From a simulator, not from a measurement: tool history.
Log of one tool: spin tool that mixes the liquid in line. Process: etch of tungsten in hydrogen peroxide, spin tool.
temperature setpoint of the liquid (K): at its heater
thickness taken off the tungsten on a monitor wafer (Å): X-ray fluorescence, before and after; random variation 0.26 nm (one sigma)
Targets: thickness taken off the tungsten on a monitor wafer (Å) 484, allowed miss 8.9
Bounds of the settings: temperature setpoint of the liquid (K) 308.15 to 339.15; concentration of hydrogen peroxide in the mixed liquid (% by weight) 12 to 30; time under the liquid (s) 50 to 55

run,hour,temperature setpoint of the liquid (K),concentration of hydrogen peroxide in the mixed liquid (% by weight),time under the liquid (s),thickness taken off the tungsten on a monitor wafer (Å)
1,0,324.15,23,50,857.47
2,8.4,324.15,24.5,50,886.62
3,11.1,318.65,24.5,50,633.52
4,12.9,324.15,24.5,50,893.01
5,17.4,324.15,24.5,50,881.68
6,24.1,322.15,24.5,50,783.92
7,30.3,320.65,24.5,50,712.35
8,34.6,319.65,24.5,50,669.41
9,41.3,313.15,24.5,50,443.27
10,43,313.65,24.5,50,459.65
11,43.9,314.15,24.5,50,474.97

4 next moves are on the table. One of them brings every result within its allowed miss. Which?
A,44.8,315.65,23.5,50,?
B,44.8,314.65,26,50,?
C,44.8,312.65,26,55,?
D,44.8,314.65,22,55,?

move,thickness taken off the tungsten on a monitor wafer (Å)
A,512.08
B,505.1
C,488
D,511.09
A: takes the result that was furthest off past its target
B: takes the result that was furthest off past its target
C: meets every target
D: takes the result that was furthest off past its target
Answer: C

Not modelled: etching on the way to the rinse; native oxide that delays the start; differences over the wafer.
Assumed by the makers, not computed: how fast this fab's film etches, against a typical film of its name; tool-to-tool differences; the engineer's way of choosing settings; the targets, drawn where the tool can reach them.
